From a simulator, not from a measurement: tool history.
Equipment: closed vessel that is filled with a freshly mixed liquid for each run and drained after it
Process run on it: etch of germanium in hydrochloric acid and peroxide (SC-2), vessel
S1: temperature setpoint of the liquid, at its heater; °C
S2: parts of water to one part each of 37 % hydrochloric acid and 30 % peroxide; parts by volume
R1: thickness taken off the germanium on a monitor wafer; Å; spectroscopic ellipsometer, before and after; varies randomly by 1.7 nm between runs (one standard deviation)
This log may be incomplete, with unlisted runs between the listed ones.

{"run": 1, "hour": 0.0, "S1": 53, "S2": 5.5, "time in the liquid (s)": 105, "R1": 3238.2}
{"run": 2, "hour": 7.7, "S1": 56, "S2": 5.5, "time in the liquid (s)": 105, "R1": 3577.7}
{"run": 3, "hour": 9.9, "S1": 58.5, "S2": 5.5, "time in the liquid (s)": 105, "R1": 3825.3}
{"run": 4, "hour": 17.6, "S1": 60.5, "S2": 5.5, "time in the liquid (s)": 105, "R1": 4104.9}
{"run": 5, "hour": 25.5, "S1": 62, "S2": 5.5, "time in the liquid (s)": 105, "R1": 4278}
{"run": 6, "hour": 26.9, "S1": 62, "S2": 4, "time in the liquid (s)": 105, "R1": 4327.2}
{"run": 7, "hour": 34.2, "S1": 63, "S2": 4, "time in the liquid (s)": 105, "R1": 4450.6}

Predict the results of run 8:
{"run": 8, "hour": 38.7, "S1": 63.5, "S2": 4, "time in the liquid (s)": 105, "R1": "?"}

R1: 4518.1 Å

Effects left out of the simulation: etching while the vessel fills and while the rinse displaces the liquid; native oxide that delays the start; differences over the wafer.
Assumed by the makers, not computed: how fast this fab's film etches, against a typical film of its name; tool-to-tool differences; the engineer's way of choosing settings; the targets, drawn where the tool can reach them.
